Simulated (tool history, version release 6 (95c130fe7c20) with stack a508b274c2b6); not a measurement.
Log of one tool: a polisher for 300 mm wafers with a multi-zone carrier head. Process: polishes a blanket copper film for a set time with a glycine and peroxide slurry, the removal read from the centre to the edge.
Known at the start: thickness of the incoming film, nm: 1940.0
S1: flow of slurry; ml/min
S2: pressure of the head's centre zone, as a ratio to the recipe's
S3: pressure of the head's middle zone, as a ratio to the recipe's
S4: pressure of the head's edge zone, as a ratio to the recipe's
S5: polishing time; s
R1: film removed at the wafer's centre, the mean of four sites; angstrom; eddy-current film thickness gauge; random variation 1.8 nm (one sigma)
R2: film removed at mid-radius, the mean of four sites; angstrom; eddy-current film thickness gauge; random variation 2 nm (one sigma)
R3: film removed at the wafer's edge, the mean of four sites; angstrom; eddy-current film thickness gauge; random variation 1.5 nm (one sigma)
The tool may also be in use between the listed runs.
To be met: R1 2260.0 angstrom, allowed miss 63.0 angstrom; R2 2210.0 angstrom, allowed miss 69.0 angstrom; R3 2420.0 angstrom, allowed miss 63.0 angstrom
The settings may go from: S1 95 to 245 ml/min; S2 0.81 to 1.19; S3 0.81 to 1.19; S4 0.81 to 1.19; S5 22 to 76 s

run,hour,S1,S2,S3,S4,S5,R1,R2,R3
1,0.0,155,1.00,1.00,1.00,49,3428.9,3414.7,3449.4
2,3.3,155,1.06,1.00,1.00,49,3612.9,3416.5,3485.2
3,5.3,145,1.02,0.97,0.98,47,3312.7,3198.6,3271.3
4,9.0,140,1.00,0.94,0.97,44,3060.5,2923.1,2993.5
5,10.4,135,0.98,0.92,0.98,42,2810.4,2746.7,2895.7
6,14.4,135,0.90,0.92,0.98,42,2528.1,2716.0,2926.1
7,21.8,130,0.90,0.90,0.96,41,2497.3,2559.1,2778.0
8,26.8,125,0.89,0.89,0.94,41,2430.6,2532.4,2765.9

5 next moves are on the table. One of them brings every result within its allowed miss. Which?
A,31.8,115,0.95,0.88,0.94,36,?,?,?
B,31.8,140,0.86,0.89,1.15,45,?,?,?
C,31.8,130,1.13,0.81,0.91,35,?,?,?
D,31.8,150,1.01,1.17,0.81,35,?,?,?
E,31.8,140,0.83,1.02,0.87,41,?,?,?

move,R1,R2,R3
A,2242.4,2204.5,2393.3
B,2632.3,2873.6,3339.3
C,2657.9,2054.5,2333.0
D,2441.5,2800.4,2257.1
E,2315.8,2911.4,2701.2
A: meets every target
B: further off than the last run
C: takes the result that was furthest off past its target
D: takes the result that was furthest off past its target
E: further off than the last run
The right move is A.

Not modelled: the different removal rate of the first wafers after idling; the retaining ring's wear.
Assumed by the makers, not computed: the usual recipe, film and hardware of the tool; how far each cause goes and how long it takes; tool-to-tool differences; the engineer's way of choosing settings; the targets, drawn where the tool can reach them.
